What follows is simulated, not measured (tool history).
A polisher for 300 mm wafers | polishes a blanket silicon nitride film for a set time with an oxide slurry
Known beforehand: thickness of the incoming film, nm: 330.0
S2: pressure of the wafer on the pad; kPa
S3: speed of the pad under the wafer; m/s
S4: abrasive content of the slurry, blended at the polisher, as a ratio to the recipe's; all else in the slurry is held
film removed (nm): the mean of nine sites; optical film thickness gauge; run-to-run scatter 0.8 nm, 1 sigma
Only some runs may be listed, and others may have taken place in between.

run 1 hour=0 | flow_of_slurry_(ml/min)=200 S2=31 S3=1.32 S4=1 polishing_time_(s)=71 | film_removed_(nm)=62.671
run 2 hour=8.2 | flow_of_slurry_(ml/min)=200 S2=31 S3=1.32 S4=1.15 polishing_time_(s)=71 | film_removed_(nm)=65.716
run 3 hour=10.7 | flow_of_slurry_(ml/min)=210 S2=34.5 S3=1.34 S4=1.15 polishing_time_(s)=71 | film_removed_(nm)=71.563
run 4 hour=17.8 | flow_of_slurry_(ml/min)=210 S2=34.5 S3=1.34 S4=1.3 polishing_time_(s)=71 | film_removed_(nm)=73.754
run 5 hour=20.2 | flow_of_slurry_(ml/min)=210 S2=37.2 S3=1.4 S4=1.3 polishing_time_(s)=71 | film_removed_(nm)=79.831
run 6 hour=29 | flow_of_slurry_(ml/min)=180 S2=37.2 S3=1.4 S4=1.3 polishing_time_(s)=71 | film_removed_(nm)=77.708
run 7 hour=33.7 | flow_of_slurry_(ml/min)=235 S2=46.2 S3=1.52 S4=1.3 polishing_time_(s)=71 | film_removed_(nm)=97.815
run 8 hour=42.4 | flow_of_slurry_(ml/min)=190 S2=49 S3=1.88 S4=1.3 polishing_time_(s)=71 | film_removed_(nm)=108.82
run 9 hour=47.6 | flow_of_slurry_(ml/min)=205 S2=49 S3=1.92 S4=1.35 polishing_time_(s)=71 | film_removed_(nm)=113.36

Predict the results of run 10:
run 10 hour=49.3 | flow_of_slurry_(ml/min)=215 S2=49 S3=1.94 S4=1.4 polishing_time_(s)=71 | film_removed_(nm)=?

{"run 10": {"film removed (nm)": 115.85}}
